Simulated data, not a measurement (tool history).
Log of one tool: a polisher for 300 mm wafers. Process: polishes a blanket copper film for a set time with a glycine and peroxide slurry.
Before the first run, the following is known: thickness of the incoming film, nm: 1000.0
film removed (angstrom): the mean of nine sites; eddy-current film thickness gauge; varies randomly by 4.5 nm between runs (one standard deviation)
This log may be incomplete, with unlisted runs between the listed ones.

run	hour	flow of slurry (ml/min)	pressure of the wafer on the pad (kPa)	speed of the pad under the wafer (cm/s)	polishing time (s)	film removed (angstrom)
1	0.0	260	21.4	94	89	4794.2
2	5.5	320	21.4	94	89	4980.2
3	12.1	320	20.0	94	89	4566.2
4	20.1	320	19.3	94	89	4430.8
5	20.7	320	19.3	94	93	4742.0
6	27.2	285	19.3	94	93	4746.0
7	32.0	285	18.6	94	93	4516.5
8	33.3	285	17.9	94	93	4487.0
9	34.6	285	17.2	94	93	4284.0
10	36.7	285	16.5	94	93	4112.3
11	38.1	285	15.9	94	93	4008.8
12	43.3	285	15.2	94	93	3778.4
13	44.0	285	14.5	94	93	3754.2
14	48.5	285	12.4	94	93	3294.6
# hour 53.3: worn pad replaced by a new one
15	53.3	285	13.1	94	93	3810.0

Run 16 has not been measured yet. What should we expect?
16	59.3	285	13.1	94	93	?

film removed (angstrom): 3881.4
